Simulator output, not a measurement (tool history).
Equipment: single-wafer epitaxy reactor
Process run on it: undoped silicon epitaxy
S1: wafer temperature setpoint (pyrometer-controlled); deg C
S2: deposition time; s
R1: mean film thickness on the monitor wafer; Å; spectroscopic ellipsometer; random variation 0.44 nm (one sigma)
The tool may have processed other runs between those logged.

run 1 hour=0.0 | S1=660 S2=318 | R1=674.26
run 2 hour=1.8 | S1=653 S2=318 | R1=573.89
run 3 hour=10.8 | S1=653 S2=288 | R1=517.52
run 4 hour=18.5 | S1=660 S2=288 | R1=609.16
run 5 hour=22.6 | S1=662 S2=288 | R1=632.88
run 6 hour=29.9 | S1=664 S2=288 | R1=674.63
run 7 hour=35.8 | S1=666 S2=288 | R1=706.17
run 8 hour=43.2 | S1=667 S2=288 | R1=727.20
run 9 hour=50.3 | S1=668 S2=288 | R1=738.83
run 10 hour=58.5 | S1=669 S2=288 | R1=750.73
run 11 hour=59.3 | S1=670 S2=288 | R1=764.25
run 12 hour=64.4 | S1=671 S2=288 | R1=782.20
run 13 hour=67.4 | S1=672 S2=288 | R1=811.04

Expected results for the next run?
run 14 hour=69.4 | S1=673 S2=288 | R1=?

Logged for run 14: R1 826.69 Å.
